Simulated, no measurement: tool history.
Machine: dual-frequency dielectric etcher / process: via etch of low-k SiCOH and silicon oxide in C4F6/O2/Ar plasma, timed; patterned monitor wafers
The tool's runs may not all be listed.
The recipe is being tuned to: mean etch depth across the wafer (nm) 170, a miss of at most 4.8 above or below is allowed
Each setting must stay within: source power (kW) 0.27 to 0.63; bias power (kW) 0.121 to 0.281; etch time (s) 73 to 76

run  hour  source power (kW)  bias power (kW)  etch time (s)  mean etch depth across the wafer (nm)
  1     0               0.45            0.201             73                                 207.36
  2   6.4               0.42            0.194             73                                 199.12
  3   7.2               0.42            0.194             73                                 199.34
  4   7.9                0.4            0.189             73                                 194.81
  5  14.1               0.38            0.184             73                                 188.09
  6  22.3               0.38            0.184             76                                 196.86
  7  23.3               0.37             0.18             76                                 193.82
  8  30.6               0.36            0.176             76                                  189.7
  9  34.9               0.35            0.173             76                                    187
 10  39.4               0.34            0.171             76                                 183.75
 11  42.4               0.33             0.17             76                                 181.54

Of the 4 settings listed for the next run, only one would bring every result within its allowed miss of target. Which one?
  A  45.4               0.35            0.188             74                                      ?
  B  45.4               0.31            0.165             74                                      ?
  C  45.4               0.36            0.175             75                                      ?
  D  45.4               0.38            0.207             75                                      ?

move  mean etch depth across the wafer (nm)
   A                                 184.75
   B                                 170.07
   C                                 186.71
   D                                 198.44
A: misses by more than the last run did
B: hits every target within its allowed miss
C: misses by more than the last run did
D: misses by more than the last run did
Move B is the one to make.
